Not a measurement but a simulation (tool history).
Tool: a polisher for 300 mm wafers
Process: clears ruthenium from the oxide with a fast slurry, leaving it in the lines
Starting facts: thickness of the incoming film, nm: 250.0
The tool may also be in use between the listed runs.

run	hour	flow of slurry (ml/min)	pressure of the wafer on the pad (psi)	speed of the pad under the wafer (cm/s)	abrasive content of the slurry	overpolish time after the end point (s)	time until the end point was called (s)	dishing of a wide line in a test structure (Å)
1	0	130	2.6	80	1	15	87.492	328.77
2	2.2	135	3	80	1	16	74.653	400.81
3	5	135	3	80	1	11	74.767	280.66
4	10.4	130	3.3	82	1	14	68.381	400.61
5	12.8	130	3.3	82	0.85	14	74.054	362.81
6	21.6	130	3.3	100	0.85	14	64.51	404.48
7	23.5	130	3.5	100	0.85	15	60.433	450.82
8	26.3	135	3.7	100	0.85	16	56.017	511.01
9	27.8	135	3.8	100	0.85	17	55.276	560.94

Run 10 has not been measured yet. What should we expect?
10	34.1	140	3.9	100	0.85	18	?	?

time until the end point was called (s): 53.307
dishing of a wide line in a test structure (Å): 597.9

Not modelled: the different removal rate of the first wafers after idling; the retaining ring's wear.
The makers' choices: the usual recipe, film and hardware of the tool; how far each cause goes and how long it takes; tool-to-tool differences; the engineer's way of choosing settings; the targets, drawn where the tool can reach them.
